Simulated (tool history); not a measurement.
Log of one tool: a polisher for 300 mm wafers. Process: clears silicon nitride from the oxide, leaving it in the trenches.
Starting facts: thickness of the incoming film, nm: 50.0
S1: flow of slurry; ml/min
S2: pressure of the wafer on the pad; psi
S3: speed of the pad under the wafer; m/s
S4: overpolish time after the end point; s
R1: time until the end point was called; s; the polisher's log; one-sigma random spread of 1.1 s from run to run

{"run": 1, "hour": 0.0, "S1": 155, "S2": 2.0, "S3": 0.78, "S4": 36, "R1": 120.46}
{"run": 2, "hour": 2.7, "S1": 155, "S2": 2.0, "S3": 0.88, "S4": 36, "R1": 110.52}
{"run": 3, "hour": 8.6, "S1": 160, "S2": 2.2, "S3": 0.88, "S4": 36, "R1": 99.883}
{"run": 4, "hour": 13.2, "S1": 135, "S2": 2.2, "S3": 0.88, "S4": 36, "R1": 102.77}
{"run": 5, "hour": 14.1, "S1": 135, "S2": 2.0, "S3": 0.88, "S4": 36, "R1": 111.09}
{"run": 6, "hour": 19.1, "S1": 135, "S2": 2.0, "S3": 0.78, "S4": 36, "R1": 123.77}
{"run": 7, "hour": 21.7, "S1": 135, "S2": 2.1, "S3": 0.78, "S4": 36, "R1": 117.11}
{"run": 8, "hour": 30.7, "S1": 135, "S2": 2.2, "S3": 0.78, "S4": 36, "R1": 113.48}

Expected results for the next run?
{"run": 9, "hour": 39.3, "S1": 135, "S2": 2.3, "S3": 0.78, "S4": 36, "R1": "?"}

Run 9 gave R1 110.310 s.

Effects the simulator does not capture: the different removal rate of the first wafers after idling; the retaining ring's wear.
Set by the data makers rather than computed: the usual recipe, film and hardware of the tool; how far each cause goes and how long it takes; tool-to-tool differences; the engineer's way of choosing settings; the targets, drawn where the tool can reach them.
